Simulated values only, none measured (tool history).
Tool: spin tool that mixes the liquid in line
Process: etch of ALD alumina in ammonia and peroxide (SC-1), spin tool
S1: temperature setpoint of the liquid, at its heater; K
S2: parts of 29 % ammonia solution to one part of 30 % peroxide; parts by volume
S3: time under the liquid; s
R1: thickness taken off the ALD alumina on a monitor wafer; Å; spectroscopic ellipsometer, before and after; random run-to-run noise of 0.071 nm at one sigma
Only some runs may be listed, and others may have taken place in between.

run    day      S1    S2   S3      R1
  1  0.000  336.15  0.55  260  311.81
  2  0.217  341.15  0.55  260  399.92
  3  0.596  343.15  0.55  260  442.13
  4  0.638  343.15  0.70  260  451.56
  5  0.983  336.65  0.70  260  330.77
  6  1.021  336.65  0.85  260  335.34
     1.196  -- thermometer replaced
  7  1.196  334.15  0.85  260  260.31
  8  1.492  332.65  0.85  260  241.55

Run 9 has not been measured yet. What should we expect?
  9  1.738  331.65  0.85  260   ?

Run 9 came out at R1 232.05 Å.
